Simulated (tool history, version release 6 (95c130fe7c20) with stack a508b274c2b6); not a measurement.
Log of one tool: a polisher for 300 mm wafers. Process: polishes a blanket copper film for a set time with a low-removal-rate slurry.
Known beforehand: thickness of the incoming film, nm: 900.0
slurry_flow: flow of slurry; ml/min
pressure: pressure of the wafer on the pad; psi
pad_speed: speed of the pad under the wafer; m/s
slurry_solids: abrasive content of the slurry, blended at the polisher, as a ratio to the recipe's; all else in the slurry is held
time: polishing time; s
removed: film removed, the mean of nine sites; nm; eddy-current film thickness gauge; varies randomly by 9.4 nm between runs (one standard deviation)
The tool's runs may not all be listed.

run	day	slurry_flow	pressure	pad_speed	slurry_solids	time	removed
1	0	165	3.5	1.16	1	86	343.83
2	0.229	165	4.1	1.18	1	86	419.11
3	0.358	165	4.5	1.2	1	86	447.97
4	0.662	165	4.8	1.26	1	86	496.51
5	0.942	165	5	1.3	1	86	528.68
6	1.312	165	5	1.3	1.15	86	554.16

Predict the results of run 7:
7	1.688	165	5.1	1.32	1.15	86	?

Run 7 gave removed 566.37 nm.
